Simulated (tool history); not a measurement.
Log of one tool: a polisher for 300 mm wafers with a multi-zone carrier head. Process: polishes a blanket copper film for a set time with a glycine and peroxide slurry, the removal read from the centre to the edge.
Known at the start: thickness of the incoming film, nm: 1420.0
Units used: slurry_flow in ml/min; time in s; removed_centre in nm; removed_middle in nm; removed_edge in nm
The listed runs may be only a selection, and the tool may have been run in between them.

run	hour	slurry_flow	centre_zone	middle_zone	edge_zone	time	removed_centre	removed_middle	removed_edge
1	0	275	1	1	1	51	269.37	275.24	267.06
2	2.1	275	1	1	1	43	230.42	231.86	225.27
3	8.1	275	1	1	1	33	177.82	179.13	172.65
4	14.7	285	1.03	1.03	1.04	39	216.25	213.64	208.6
5	19	295	1.05	1.07	1.07	43	241.67	242.98	230.78
6	24.6	235	1.05	1.07	1.07	43	234.63	241.67	228.59
7	26.9	235	1.07	1.09	1.09	47	264.83	266.87	254.86
8	35.9	230	1.08	1.11	1.11	50	285.31	282.41	272.45
9	43.4	225	1.08	1.13	1.11	53	299.67	307.05	286.82
10	50.8	225	1.09	1.14	1.13	55	309.89	321.9	300.57
11	53	225	1.09	1.14	1.13	55	317.43	317.34	298.04

Expected results for the next run?
12	59.2	220	1.09	1.15	1.14	56	?	?	?

removed_centre: 316 nm
removed_middle: 329.7 nm
removed_edge: 306.08 nm
